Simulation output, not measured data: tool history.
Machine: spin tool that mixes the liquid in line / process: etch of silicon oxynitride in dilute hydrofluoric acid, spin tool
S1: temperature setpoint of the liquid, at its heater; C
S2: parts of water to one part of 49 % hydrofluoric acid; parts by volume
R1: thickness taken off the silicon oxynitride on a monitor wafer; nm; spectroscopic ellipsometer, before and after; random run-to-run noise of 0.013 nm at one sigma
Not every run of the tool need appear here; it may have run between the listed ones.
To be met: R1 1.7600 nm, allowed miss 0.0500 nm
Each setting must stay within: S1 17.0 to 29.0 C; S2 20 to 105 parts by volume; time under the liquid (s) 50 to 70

Run 1, hour 0.0: S1 21.0 C, S2 55 parts by volume, time under the liquid (s) 70. Result: R1 2.4723 nm.
Run 2, hour 3.8: S1 20.5 C, S2 55 parts by volume, time under the liquid (s) 70. Result: R1 2.4004 nm.
Run 3, hour 11.3: S1 20.5 C, S2 40 parts by volume, time under the liquid (s) 70. Result: R1 3.3451 nm.
Run 4, hour 12.7: S1 23.5 C, S2 40 parts by volume, time under the liquid (s) 70. Result: R1 3.9070 nm.
Run 5, hour 15.9: S1 22.5 C, S2 40 parts by volume, time under the liquid (s) 70. Result: R1 3.7458 nm.
Run 6, hour 19.8: S1 22.5 C, S2 55 parts by volume, time under the liquid (s) 70. Result: R1 2.6335 nm.
Run 7, hour 26.2: S1 21.5 C, S2 55 parts by volume, time under the liquid (s) 70. Result: R1 2.4915 nm.
Run 8, hour 35.2: S1 20.5 C, S2 55 parts by volume, time under the liquid (s) 70. Result: R1 2.4006 nm.
Run 9, hour 36.7: S1 20.0 C, S2 55 parts by volume, time under the liquid (s) 70. Result: R1 2.3404 nm.
Run 10, hour 44.8: S1 19.5 C, S2 55 parts by volume, time under the liquid (s) 70. Result: R1 2.2975 nm.
At hour 53.9: hydrofluoric acid flow meter replaced.
Run 11, hour 53.9: S1 19.0 C, S2 55 parts by volume, time under the liquid (s) 70. Result: R1 2.3517 nm.
Run 12, hour 60.8: S1 19.0 C, S2 55 parts by volume, time under the liquid (s) 70. Result: R1 2.3460 nm.

Consider the 5 candidate settings below. Which is the only one whose results all fall within their allowed miss of target?
Run A, hour 67.7: S1 18.5 C, S2 55 parts by volume, time under the liquid (s) 50. Result: R1 ?.
Run B, hour 67.7: S1 17.0 C, S2 50 parts by volume, time under the liquid (s) 55. Result: R1 ?.
Run C, hour 67.7: S1 18.0 C, S2 60 parts by volume, time under the liquid (s) 55. Result: R1 ?.
Run D, hour 67.7: S1 18.0 C, S2 50 parts by volume, time under the liquid (s) 50. Result: R1 ?.
Run E, hour 67.7: S1 19.0 C, S2 70 parts by volume, time under the liquid (s) 70. Result: R1 ?.

move      R1
   A  1.6475
   B  1.8521
   C  1.6142
   D  1.7724
   E  1.8395
A: the result that was furthest off in the last run now lies on the other side of its target
B: nearer than the last run, and not there yet
C: the result that was furthest off in the last run now lies on the other side of its target
D: hits every target within its allowed miss
E: nearer than the last run, and not there yet
The right move is D.

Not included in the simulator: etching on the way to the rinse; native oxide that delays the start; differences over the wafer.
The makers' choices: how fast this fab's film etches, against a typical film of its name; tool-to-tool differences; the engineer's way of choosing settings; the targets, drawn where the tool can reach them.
